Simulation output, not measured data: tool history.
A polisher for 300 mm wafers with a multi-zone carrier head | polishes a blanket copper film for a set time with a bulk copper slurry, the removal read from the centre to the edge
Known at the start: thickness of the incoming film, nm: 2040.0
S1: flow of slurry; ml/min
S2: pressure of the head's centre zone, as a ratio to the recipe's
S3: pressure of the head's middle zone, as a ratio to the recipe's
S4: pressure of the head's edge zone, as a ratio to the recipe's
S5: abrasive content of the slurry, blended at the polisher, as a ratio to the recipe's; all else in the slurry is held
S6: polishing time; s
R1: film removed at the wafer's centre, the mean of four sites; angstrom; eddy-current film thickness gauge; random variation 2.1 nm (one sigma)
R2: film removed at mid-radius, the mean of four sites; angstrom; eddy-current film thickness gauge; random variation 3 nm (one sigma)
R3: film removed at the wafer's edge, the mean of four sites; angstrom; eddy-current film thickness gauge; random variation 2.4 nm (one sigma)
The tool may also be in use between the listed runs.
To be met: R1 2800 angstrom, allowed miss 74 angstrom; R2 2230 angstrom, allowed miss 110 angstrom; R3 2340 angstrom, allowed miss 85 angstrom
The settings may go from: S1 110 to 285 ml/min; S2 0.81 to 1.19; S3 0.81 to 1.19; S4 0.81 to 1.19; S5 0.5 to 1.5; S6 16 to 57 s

{"run": 1, "hour": 0.0, "S1": 180, "S2": 1, "S3": 1, "S4": 1, "S5": 1, "S6": 36, "R1": 2316.5, "R2": 2289.4, "R3": 2253.4}
{"run": 2, "hour": 2.7, "S1": 180, "S2": 1, "S3": 1, "S4": 1, "S5": 1, "S6": 44, "R1": 2816.1, "R2": 2751.8, "R3": 2750.5}
{"run": 3, "hour": 5.9, "S1": 175, "S2": 1.01, "S3": 0.98, "S4": 0.97, "S5": 0.95, "S6": 44, "R1": 2787.1, "R2": 2674.3, "R3": 2648.7}
{"run": 4, "hour": 12.9, "S1": 210, "S2": 1.01, "S3": 0.98, "S4": 0.97, "S5": 0.95, "S6": 44, "R1": 2922.5, "R2": 2717.2, "R3": 2721.2}
{"run": 5, "hour": 19.3, "S1": 205, "S2": 1.02, "S3": 0.95, "S4": 0.95, "S5": 0.9, "S6": 44, "R1": 2878.6, "R2": 2583.9, "R3": 2646}
{"run": 6, "hour": 21.9, "S1": 205, "S2": 0.96, "S3": 0.95, "S4": 0.95, "S5": 0.9, "S6": 44, "R1": 2693.9, "R2": 2644.2, "R3": 2673.6}
{"run": 7, "hour": 29.2, "S1": 205, "S2": 0.96, "S3": 0.95, "S4": 0.95, "S5": 0.9, "S6": 44, "R1": 2687, "R2": 2613.2, "R3": 2704.8}
{"run": 8, "hour": 31.0, "S1": 205, "S2": 0.96, "S3": 0.95, "S4": 0.95, "S5": 0.9, "S6": 44, "R1": 2696.6, "R2": 2716.5, "R3": 2699.9}
{"run": 9, "hour": 37.8, "S1": 205, "S2": 0.98, "S3": 0.94, "S4": 0.93, "S5": 0.85, "S6": 44, "R1": 2691.4, "R2": 2562.8, "R3": 2636.2}
{"run": 10, "hour": 39.2, "S1": 210, "S2": 1, "S3": 0.94, "S4": 0.91, "S5": 0.8, "S6": 44, "R1": 2776.9, "R2": 2625.9, "R3": 2560.5}
{"run": 11, "hour": 39.8, "S1": 210, "S2": 1.01, "S3": 0.92, "S4": 0.9, "S5": 0.8, "S6": 44, "R1": 2788.6, "R2": 2528.5, "R3": 2569.1}
{"run": 12, "hour": 40.7, "S1": 210, "S2": 1.01, "S3": 0.92, "S4": 0.9, "S5": 0.8, "S6": 44, "R1": 2810.9, "R2": 2505.5, "R3": 2565.4}
{"run": 13, "hour": 45.9, "S1": 210, "S2": 1.02, "S3": 0.91, "S4": 0.89, "S5": 0.75, "S6": 44, "R1": 2769, "R2": 2524.8, "R3": 2535.9}

5 next moves are on the table. One of them brings every result within its allowed miss. Which?
{"run": "A", "hour": 51.1, "S1": 230, "S2": 1.19, "S3": 0.89, "S4": 0.95, "S5": 0.75, "S6": 40, "R1": "?", "R2": "?", "R3": "?"}
{"run": "B", "hour": 51.1, "S1": 180, "S2": 1.04, "S3": 0.81, "S4": 0.92, "S5": 0.9, "S6": 43, "R1": "?", "R2": "?", "R3": "?"}
{"run": "C", "hour": 51.1, "S1": 220, "S2": 1.1, "S3": 0.85, "S4": 0.89, "S5": 1.05, "S6": 38, "R1": "?", "R2": "?", "R3": "?"}
{"run": "D", "hour": 51.1, "S1": 175, "S2": 1, "S3": 0.82, "S4": 0.93, "S5": 0.8, "S6": 44, "R1": "?", "R2": "?", "R3": "?"}
{"run": "E", "hour": 51.1, "S1": 210, "S2": 1.13, "S3": 0.91, "S4": 0.83, "S5": 0.8, "S6": 39, "R1": "?", "R2": "?", "R3": "?"}

move=A R1=2995.1 R2=2243.9 R3=2362.6
move=B R1=2795 R2=2242.1 R3=2526.5
move=C R1=2794.8 R2=2189.9 R3=2322.1
move=D R1=2669.9 R2=2250.8 R3=2527.7
move=E R1=2768.7 R2=2227.6 R3=2172.6
A: brings the result that was furthest off to its target, and leaves another outside
B: brings the result that was furthest off to its target, and leaves another outside
C: meets every target
D: brings the result that was furthest off to its target, and leaves another outside
E: brings the result that was furthest off to its target, and leaves another outside
Move C is the one to make.
